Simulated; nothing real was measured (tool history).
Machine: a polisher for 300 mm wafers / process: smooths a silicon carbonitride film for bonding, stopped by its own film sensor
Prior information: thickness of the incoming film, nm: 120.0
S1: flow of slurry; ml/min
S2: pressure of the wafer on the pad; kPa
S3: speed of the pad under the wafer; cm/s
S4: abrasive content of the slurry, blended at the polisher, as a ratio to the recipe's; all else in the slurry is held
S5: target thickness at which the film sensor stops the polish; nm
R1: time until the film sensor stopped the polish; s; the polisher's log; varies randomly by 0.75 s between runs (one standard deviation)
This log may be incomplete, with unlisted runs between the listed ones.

| run | hour | S1 | S2 | S3 | S4 | S5 | R1 |
|---|---|---|---|---|---|---|---|
| 1 | 0.0 | 130 | 16.5 | 82 | 1.0 | 106 | 47.149 |
| 2 | 1.5 | 125 | 14.5 | 82 | 1.0 | 106 | 52.662 |
| 3 | 7.5 | 140 | 14.5 | 82 | 1.0 | 106 | 51.787 |
| 4 | 13.0 | 140 | 14.5 | 90 | 1.0 | 106 | 48.583 |
| 5 | 15.8 | 140 | 14.5 | 90 | 1.0 | 108 | 42.341 |
| 6 | 22.2 | 135 | 13.1 | 86 | 1.0 | 108 | 46.567 |

Forecast run 7:
| 7 | 25.7 | 135 | 11.7 | 78 | 1.0 | 108 | ? |

R1: 55.409 s

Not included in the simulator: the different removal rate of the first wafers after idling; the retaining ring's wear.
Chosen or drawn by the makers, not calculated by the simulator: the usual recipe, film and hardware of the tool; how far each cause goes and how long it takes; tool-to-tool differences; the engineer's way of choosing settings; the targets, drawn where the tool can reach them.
